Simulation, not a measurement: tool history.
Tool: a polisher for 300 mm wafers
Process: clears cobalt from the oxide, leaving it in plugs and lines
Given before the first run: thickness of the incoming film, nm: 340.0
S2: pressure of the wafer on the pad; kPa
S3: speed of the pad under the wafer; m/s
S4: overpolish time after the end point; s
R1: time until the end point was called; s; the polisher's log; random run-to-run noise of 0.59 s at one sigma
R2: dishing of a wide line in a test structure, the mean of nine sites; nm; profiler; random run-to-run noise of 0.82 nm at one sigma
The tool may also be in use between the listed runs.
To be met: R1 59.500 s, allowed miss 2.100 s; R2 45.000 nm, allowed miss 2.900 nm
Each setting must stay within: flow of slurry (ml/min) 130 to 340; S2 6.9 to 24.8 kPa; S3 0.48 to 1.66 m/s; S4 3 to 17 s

run 1 hour=0.0 | flow_of_slurry_(ml/min)=220 S2=15.9 S3=1.06 S4=9 | R1=53.021 R2=36.325
run 2 hour=2.1 | flow_of_slurry_(ml/min)=220 S2=15.2 S3=1.06 S4=10 | R1=55.464 R2=38.176
run 3 hour=7.9 | flow_of_slurry_(ml/min)=220 S2=17.9 S3=1.06 S4=10 | R1=47.104 R2=41.147
run 4 hour=14.1 | flow_of_slurry_(ml/min)=220 S2=17.2 S3=1.06 S4=11 | R1=49.884 R2=41.714
run 5 hour=18.1 | flow_of_slurry_(ml/min)=220 S2=16.5 S3=1.06 S4=12 | R1=51.078 R2=43.743
run 6 hour=23.8 | flow_of_slurry_(ml/min)=220 S2=15.9 S3=1.06 S4=13 | R1=51.869 R2=44.642
-- hour=26.2 slurry nozzle cleaned
run 7 hour=26.2 | flow_of_slurry_(ml/min)=220 S2=15.2 S3=1.06 S4=14 | R1=50.784 R2=46.680
run 8 hour=34.7 | flow_of_slurry_(ml/min)=220 S2=14.5 S3=1.06 S4=14 | R1=52.954 R2=45.923
run 9 hour=35.9 | flow_of_slurry_(ml/min)=220 S2=13.8 S3=1.06 S4=14 | R1=53.184 R2=45.826
run 10 hour=36.6 | flow_of_slurry_(ml/min)=220 S2=13.1 S3=1.06 S4=14 | R1=55.849 R2=44.706

Exactly one of the 4 candidate moves below puts every result within its allowed miss. Which one?
run A hour=37.3 | flow_of_slurry_(ml/min)=230 S2=13.1 S3=1.14 S4=14 | R1=? R2=?
run B hour=37.3 | flow_of_slurry_(ml/min)=200 S2=11.0 S3=1.14 S4=15 | R1=? R2=?
run C hour=37.3 | flow_of_slurry_(ml/min)=280 S2=15.2 S3=0.88 S4=12 | R1=? R2=?
run D hour=37.3 | flow_of_slurry_(ml/min)=220 S2=13.8 S3=1.08 S4=10 | R1=? R2=?

move=A R1=52.132 R2=46.987
move=B R1=59.241 R2=45.819
move=C R1=59.395 R2=40.955
move=D R1=53.349 R2=39.256
A: moves away from the targets compared with the last run
B: in spec on every target
C: puts the biggest miss on target and leaves a different result outside tolerance
D: moves away from the targets compared with the last run
Correct choice: B, which meets every target

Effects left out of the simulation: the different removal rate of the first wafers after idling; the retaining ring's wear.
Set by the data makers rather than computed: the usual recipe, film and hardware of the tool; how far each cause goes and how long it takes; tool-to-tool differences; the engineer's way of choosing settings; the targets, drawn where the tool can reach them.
